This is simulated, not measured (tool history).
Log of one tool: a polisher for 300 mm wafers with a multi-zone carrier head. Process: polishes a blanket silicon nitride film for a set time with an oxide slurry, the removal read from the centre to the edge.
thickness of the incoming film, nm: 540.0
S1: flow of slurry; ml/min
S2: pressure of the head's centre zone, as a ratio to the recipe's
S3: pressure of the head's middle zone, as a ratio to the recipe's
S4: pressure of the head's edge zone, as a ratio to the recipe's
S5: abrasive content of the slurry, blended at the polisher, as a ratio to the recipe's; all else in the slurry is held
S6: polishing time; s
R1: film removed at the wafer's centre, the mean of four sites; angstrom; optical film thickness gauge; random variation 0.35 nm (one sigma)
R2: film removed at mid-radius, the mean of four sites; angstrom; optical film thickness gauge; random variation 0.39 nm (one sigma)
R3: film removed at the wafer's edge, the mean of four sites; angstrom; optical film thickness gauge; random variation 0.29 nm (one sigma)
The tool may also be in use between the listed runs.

Run 1, hour 0: S1 190 ml/min, S2 1, S3 1, S4 1, S5 1, S6 76 s. Result: R1 392 angstrom, R2 412.14 angstrom, R3 399.6 angstrom.
Run 2, hour 4.7: S1 185 ml/min, S2 0.98, S3 0.99, S4 0.97, S5 0.85, S6 74 s. Result: R1 350.61 angstrom, R2 356.6 angstrom, R3 345.16 angstrom.
Run 3, hour 6.2: S1 185 ml/min, S2 0.98, S3 1.05, S4 0.97, S5 0.85, S6 74 s. Result: R1 348.17 angstrom, R2 382.37 angstrom, R3 343.24 angstrom.
Run 4, hour 8.4: S1 230 ml/min, S2 0.98, S3 1.05, S4 0.97, S5 0.85, S6 74 s. Result: R1 362.97 angstrom, R2 395.95 angstrom, R3 356.62 angstrom.
Run 5, hour 15.4: S1 220 ml/min, S2 0.94, S3 1.03, S4 0.95, S5 0.75, S6 74 s. Result: R1 316.07 angstrom, R2 356.23 angstrom, R3 334.63 angstrom.
Run 6, hour 17.1: S1 210 ml/min, S2 0.93, S3 1.02, S4 0.92, S5 0.7, S6 74 s. Result: R1 302.28 angstrom, R2 336.33 angstrom, R3 308.49 angstrom.
Run 7, hour 19: S1 210 ml/min, S2 0.93, S3 1.02, S4 0.92, S5 0.7, S6 74 s. Result: R1 312.16 angstrom, R2 340.98 angstrom, R3 317.01 angstrom.
Run 8, hour 24.2: S1 200 ml/min, S2 0.9, S3 1.01, S4 0.9, S5 0.65, S6 74 s. Result: R1 277 angstrom, R2 315.9 angstrom, R3 292.16 angstrom.

Run 9 comes next. What will it give?
Run 9, hour 32: S1 185 ml/min, S2 0.89, S3 1, S4 0.89, S5 0.65, S6 74 s. Result: R1 ?, R2 ?, R3 ?.

Run 9 gave R1 270.53 angstrom, R2 316.37 angstrom, R3 293.57 angstrom.
